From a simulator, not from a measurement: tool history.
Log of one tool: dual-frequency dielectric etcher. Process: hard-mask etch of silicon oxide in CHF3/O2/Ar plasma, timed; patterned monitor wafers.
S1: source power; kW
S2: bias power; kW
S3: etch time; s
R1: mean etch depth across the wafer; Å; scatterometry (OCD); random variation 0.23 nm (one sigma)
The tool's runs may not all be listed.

| run | day | S1 | S2 | S3 | R1 |
|---|---|---|---|---|---|
| 1 | 0 | 0.48 | 0.143 | 26 | 475.05 |
| 2 | 0.033 | 0.48 | 0.143 | 27 | 498.47 |
| 3 | 0.333 | 0.5 | 0.144 | 27 | 502.59 |
| 4 | 0.425 | 0.5 | 0.165 | 27 | 526.09 |
| 5 | 0.771 | 0.5 | 0.15 | 27 | 507.75 |
| 6 | 0.942 | 0.58 | 0.15 | 27 | 528.14 |
| 7 | 1.058 | 0.59 | 0.152 | 27 | 534.55 |
| 8 | 1.212 | 0.6 | 0.154 | 27 | 542.52 |

Forecast run 9:
| 9 | 1.371 | 0.61 | 0.155 | 27 | ? |

{"run 9": {"R1": 546.74}}
